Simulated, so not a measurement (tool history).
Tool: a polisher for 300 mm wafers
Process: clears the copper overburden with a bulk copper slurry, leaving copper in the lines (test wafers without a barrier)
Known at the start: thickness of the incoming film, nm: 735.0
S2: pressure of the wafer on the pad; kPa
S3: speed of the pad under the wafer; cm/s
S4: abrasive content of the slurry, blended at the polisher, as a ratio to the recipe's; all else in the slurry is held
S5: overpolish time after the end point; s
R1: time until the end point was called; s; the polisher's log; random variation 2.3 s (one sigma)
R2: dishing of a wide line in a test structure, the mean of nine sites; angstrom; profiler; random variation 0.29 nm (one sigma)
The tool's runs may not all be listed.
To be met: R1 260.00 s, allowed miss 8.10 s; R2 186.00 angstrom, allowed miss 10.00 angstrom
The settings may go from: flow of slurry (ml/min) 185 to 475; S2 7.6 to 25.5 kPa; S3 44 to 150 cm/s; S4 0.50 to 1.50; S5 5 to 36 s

run 1 hour=0.0 | flow_of_slurry_(ml/min)=305 S2=16.5 S3=96 S4=1.00 S5=18 | R1=125.80 R2=476.05
run 2 hour=1.9 | flow_of_slurry_(ml/min)=305 S2=13.1 S3=96 S4=1.00 S5=18 | R1=157.33 R2=419.02
run 3 hour=6.4 | flow_of_slurry_(ml/min)=305 S2=12.4 S3=94 S4=1.00 S5=16 | R1=167.75 R2=368.55
run 4 hour=7.6 | flow_of_slurry_(ml/min)=305 S2=11.7 S3=92 S4=1.00 S5=14 | R1=181.92 R2=320.14
run 5 hour=12.9 | flow_of_slurry_(ml/min)=305 S2=15.2 S3=92 S4=1.00 S5=14 | R1=140.05 R2=391.90
run 6 hour=13.6 | flow_of_slurry_(ml/min)=305 S2=11.7 S3=92 S4=1.00 S5=14 | R1=179.93 R2=320.64
run 7 hour=16.6 | flow_of_slurry_(ml/min)=305 S2=11.0 S3=90 S4=1.00 S5=13 | R1=196.91 R2=286.60
run 8 hour=19.9 | flow_of_slurry_(ml/min)=305 S2=11.0 S3=90 S4=1.00 S5=13 | R1=197.60 R2=285.85
run 9 hour=26.5 | flow_of_slurry_(ml/min)=305 S2=11.0 S3=90 S4=1.00 S5=13 | R1=200.23 R2=281.32
run 10 hour=33.6 | flow_of_slurry_(ml/min)=305 S2=10.3 S3=90 S4=1.00 S5=12 | R1=211.75 R2=260.54
run 11 hour=37.6 | flow_of_slurry_(ml/min)=305 S2=9.7 S3=90 S4=1.00 S5=11 | R1=218.22 R2=224.13
run 12 hour=41.2 | flow_of_slurry_(ml/min)=305 S2=9.0 S3=90 S4=1.00 S5=11 | R1=239.57 R2=210.92

4 next moves are on the table. One of them brings every result within its allowed miss. Which?
run A hour=44.8 | flow_of_slurry_(ml/min)=185 S2=8.3 S3=86 S4=1.10 S5=11 | R1=? R2=?
run B hour=44.8 | flow_of_slurry_(ml/min)=250 S2=7.6 S3=92 S4=1.00 S5=11 | R1=? R2=?
run C hour=44.8 | flow_of_slurry_(ml/min)=265 S2=11.7 S3=80 S4=0.75 S5=10 | R1=? R2=?
run D hour=44.8 | flow_of_slurry_(ml/min)=275 S2=9.7 S3=82 S4=0.80 S5=10 | R1=? R2=?

move=A R1=278.29 R2=186.57
move=B R1=275.69 R2=187.28
move=C R1=219.24 R2=213.00
move=D R1=253.47 R2=187.48
A: takes the result that was furthest off past its target
B: takes the result that was furthest off past its target
C: further off than the last run
D: meets every target
Answer: D

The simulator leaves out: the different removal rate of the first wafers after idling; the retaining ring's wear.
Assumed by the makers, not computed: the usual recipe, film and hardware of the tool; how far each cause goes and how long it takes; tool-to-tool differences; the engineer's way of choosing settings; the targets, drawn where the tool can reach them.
